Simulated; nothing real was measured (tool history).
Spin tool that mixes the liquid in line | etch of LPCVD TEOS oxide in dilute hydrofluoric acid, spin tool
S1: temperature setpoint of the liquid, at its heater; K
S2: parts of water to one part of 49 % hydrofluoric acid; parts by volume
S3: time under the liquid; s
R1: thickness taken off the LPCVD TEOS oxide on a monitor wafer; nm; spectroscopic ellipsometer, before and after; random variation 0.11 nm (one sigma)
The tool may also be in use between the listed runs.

Run 1, hour 0.0: S1 295.15 K, S2 200 parts by volume, S3 35 s. Result: R1 6.8283 nm.
Run 2, hour 6.8: S1 297.65 K, S2 175 parts by volume, S3 35 s. Result: R1 8.8828 nm.
Run 3, hour 10.0: S1 300.65 K, S2 175 parts by volume, S3 35 s. Result: R1 9.8854 nm.
Run 4, hour 17.8: S1 298.15 K, S2 175 parts by volume, S3 35 s. Result: R1 9.0238 nm.
Run 5, hour 23.5: S1 299.65 K, S2 175 parts by volume, S3 35 s. Result: R1 9.4632 nm.
Run 6, hour 28.1: S1 302.15 K, S2 175 parts by volume, S3 35 s. Result: R1 10.4110 nm.
Run 7, hour 35.3: S1 302.65 K, S2 160 parts by volume, S3 35 s. Result: R1 11.8770 nm.

Run 8 comes next. What will it give?
Run 8, hour 39.8: S1 302.65 K, S2 150 parts by volume, S3 35 s. Result: R1 ?.

R1: 12.8920 nm
